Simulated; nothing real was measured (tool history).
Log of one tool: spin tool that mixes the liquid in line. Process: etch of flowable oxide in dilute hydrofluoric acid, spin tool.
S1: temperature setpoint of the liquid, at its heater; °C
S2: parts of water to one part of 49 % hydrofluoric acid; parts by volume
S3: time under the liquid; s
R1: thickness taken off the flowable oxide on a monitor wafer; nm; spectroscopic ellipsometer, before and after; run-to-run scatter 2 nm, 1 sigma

run	day	S1	S2	S3	R1
1	0	21	45	75	90.064
2	0.154	21	45	75	88.259
3	0.383	18.5	45	75	79.97
4	0.508	19.5	40	75	94.347
5	0.612	21	40	75	100.51
6	0.962	21	55	75	71.059

Run 7 has not been measured yet. What should we expect?
7	1.308	25	40	75	?

R1: 119.99 nm
